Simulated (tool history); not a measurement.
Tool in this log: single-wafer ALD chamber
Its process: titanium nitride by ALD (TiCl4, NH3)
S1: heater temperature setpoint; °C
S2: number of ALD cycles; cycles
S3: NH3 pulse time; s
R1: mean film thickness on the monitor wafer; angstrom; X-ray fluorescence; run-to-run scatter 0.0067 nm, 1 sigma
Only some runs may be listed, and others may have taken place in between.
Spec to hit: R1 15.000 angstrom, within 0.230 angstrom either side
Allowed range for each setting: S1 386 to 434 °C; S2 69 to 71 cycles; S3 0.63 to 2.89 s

run  hour   S1  S2    S3      R1
  1   0.0  410  69  1.76  15.876
  2   6.3  405  69  1.54  15.768
  3  12.4  401  69  1.36  15.619
  4  16.1  398  69  1.22  15.424
  5  23.9  398  69  1.56  15.674
  6  31.9  398  69  1.30  15.376
  7  33.5  398  69  1.30  15.454
  8  36.8  397  69  1.19  15.374
  9  45.4  386  69  0.63  12.951
 10  46.9  390  69  0.63  13.086
 11  47.9  395  69  0.64  13.468
 12  52.5  399  69  0.64  13.632
 13  59.7  403  69  0.65  13.882

Which of these 5 next moves meets every target?
  A  66.9  400  71  0.66   ?
  B  66.9  414  69  0.80   ?
  C  66.9  407  71  0.90   ?
  D  66.9  405  70  0.69   ?
  E  66.9  410  69  0.69   ?

move      R1
   A  14.240
   B  14.915
   C  15.474
   D  14.416
   E  14.359
A: closer than the last run, but not yet in spec
B: all results land within tolerance of their targets
C: pushes the last run's worst result past its target
D: closer than the last run, but not yet in spec
E: closer than the last run, but not yet in spec
The move that meets every target is B.

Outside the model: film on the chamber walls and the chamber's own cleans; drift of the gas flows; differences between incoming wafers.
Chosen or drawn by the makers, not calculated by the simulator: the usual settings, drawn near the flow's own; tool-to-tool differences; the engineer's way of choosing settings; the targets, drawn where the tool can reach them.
